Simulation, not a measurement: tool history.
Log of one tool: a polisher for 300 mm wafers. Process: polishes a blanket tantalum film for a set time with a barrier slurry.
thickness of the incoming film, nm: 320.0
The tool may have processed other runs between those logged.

run    day  flow of slurry (ml/min)  pressure of the wafer on the pad (kPa)  speed of the pad under the wafer (m/s)  abrasive content of the slurry  polishing time (s)  film removed (nm)
  1      0                      270                                    11.7                                    0.78                               1                 118             120.87
  2  0.046                      270                                      11                                    0.78                               1                 118             113.66
  3  0.267                      270                                    12.4                                    0.78                               1                 118             126.06
  4    0.6                      270                                    11.7                                    0.78                               1                 118             123.32
  5  0.967                      270                                    11.7                                    0.78                               1                 118             120.43
  6  1.254                      270                                    11.7                                    0.92                               1                 118             142.61

Expected results for the next run?
  7  1.617                      270                                     8.3                                     0.9                               1                 118                  ?

{"run 7": {"film removed (nm)": 98.848}}
